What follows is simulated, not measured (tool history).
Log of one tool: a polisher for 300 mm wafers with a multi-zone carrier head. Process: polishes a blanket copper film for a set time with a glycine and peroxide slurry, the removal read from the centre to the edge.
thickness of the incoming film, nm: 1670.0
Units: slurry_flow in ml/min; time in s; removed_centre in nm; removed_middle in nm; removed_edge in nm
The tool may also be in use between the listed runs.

{"run": 1, "day": 0.0, "slurry_flow": 195, "centre_zone": 1.0, "middle_zone": 1.0, "edge_zone": 1.0, "time": 68, "removed_centre": 365.49, "removed_middle": 384.47, "removed_edge": 372.86}
{"run": 2, "day": 0.192, "slurry_flow": 200, "centre_zone": 1.01, "middle_zone": 1.0, "edge_zone": 1.02, "time": 69, "removed_centre": 385.74, "removed_middle": 392.49, "removed_edge": 381.82}
{"run": 3, "day": 0.271, "slurry_flow": 200, "centre_zone": 1.01, "middle_zone": 0.95, "edge_zone": 1.02, "time": 69, "removed_centre": 377.02, "removed_middle": 372.99, "removed_edge": 386.13}
{"run": 4, "day": 0.392, "slurry_flow": 200, "centre_zone": 1.01, "middle_zone": 0.95, "edge_zone": 1.09, "time": 69, "removed_centre": 383.21, "removed_middle": 387.19, "removed_edge": 390.6}
{"run": 5, "day": 0.496, "slurry_flow": 205, "centre_zone": 1.02, "middle_zone": 0.94, "edge_zone": 1.1, "time": 70, "removed_centre": 391.56, "removed_middle": 371.23, "removed_edge": 409.64}
{"run": 6, "day": 0.812, "slurry_flow": 205, "centre_zone": 1.02, "middle_zone": 0.94, "edge_zone": 1.03, "time": 70, "removed_centre": 386.21, "removed_middle": 378.24, "removed_edge": 393.05}
{"run": 7, "day": 0.946, "slurry_flow": 210, "centre_zone": 1.03, "middle_zone": 0.94, "edge_zone": 1.04, "time": 70, "removed_centre": 387.26, "removed_middle": 378.6, "removed_edge": 394.62}
{"run": 8, "day": 1.071, "slurry_flow": 210, "centre_zone": 1.04, "middle_zone": 0.94, "edge_zone": 1.05, "time": 71, "removed_centre": 396.91, "removed_middle": 380.81, "removed_edge": 403.71}
{"run": 9, "day": 1.104, "slurry_flow": 215, "centre_zone": 1.05, "middle_zone": 0.95, "edge_zone": 1.06, "time": 71, "removed_centre": 411.48, "removed_middle": 389.0, "removed_edge": 404.99}
{"run": 10, "day": 1.467, "slurry_flow": 220, "centre_zone": 1.05, "middle_zone": 0.95, "edge_zone": 1.07, "time": 71, "removed_centre": 413.4, "removed_middle": 389.76, "removed_edge": 404.0}
{"run": 11, "day": 1.525, "slurry_flow": 220, "centre_zone": 1.05, "middle_zone": 0.95, "edge_zone": 1.08, "time": 72, "removed_centre": 408.82, "removed_middle": 381.7, "removed_edge": 410.91}
{"run": 12, "day": 1.6, "slurry_flow": 220, "centre_zone": 1.06, "middle_zone": 0.95, "edge_zone": 1.08, "time": 73, "removed_centre": 420.78, "removed_middle": 403.02, "removed_edge": 422.28}
{"run": 13, "day": 1.858, "slurry_flow": 220, "centre_zone": 1.07, "middle_zone": 0.95, "edge_zone": 1.09, "time": 73, "removed_centre": 427.64, "removed_middle": 405.72, "removed_edge": 425.72}
{"run": 14, "day": 1.912, "slurry_flow": 220, "centre_zone": 1.08, "middle_zone": 0.95, "edge_zone": 1.1, "time": 73, "removed_centre": 422.19, "removed_middle": 407.33, "removed_edge": 418.71}
{"run": 15, "day": 2.238, "slurry_flow": 225, "centre_zone": 1.09, "middle_zone": 0.95, "edge_zone": 1.1, "time": 73, "removed_centre": 428.78, "removed_middle": 406.6, "removed_edge": 424.35}
{"run": 16, "day": 2.462, "slurry_flow": 225, "centre_zone": 1.09, "middle_zone": 0.95, "edge_zone": 1.1, "time": 73, "removed_centre": 426.29, "removed_middle": 401.58, "removed_edge": 422.56}
{"run": 17, "day": 2.796, "slurry_flow": 230, "centre_zone": 1.1, "middle_zone": 0.95, "edge_zone": 1.1, "time": 73, "removed_centre": 431.86, "removed_middle": 399.25, "removed_edge": 426.48}
{"run": 18, "day": 3.096, "slurry_flow": 235, "centre_zone": 1.11, "middle_zone": 0.95, "edge_zone": 1.1, "time": 73, "removed_centre": 440.53, "removed_middle": 401.24, "removed_edge": 424.55}
{"run": 19, "day": 3.183, "slurry_flow": 240, "centre_zone": 1.11, "middle_zone": 0.95, "edge_zone": 1.11, "time": 73, "removed_centre": 450.46, "removed_middle": 405.14, "removed_edge": 430.58}
{"run": 20, "day": 3.492, "slurry_flow": 240, "centre_zone": 1.11, "middle_zone": 0.95, "edge_zone": 1.11, "time": 73, "removed_centre": 438.42, "removed_middle": 401.14, "removed_edge": 435.19}

Forecast run 21:
{"run": 21, "day": 3.629, "slurry_flow": 240, "centre_zone": 1.12, "middle_zone": 0.95, "edge_zone": 1.11, "time": 73, "removed_centre": "?", "removed_middle": "?", "removed_edge": "?"}

removed_centre: 442.94 nm
removed_middle: 407.31 nm
removed_edge: 434.37 nm
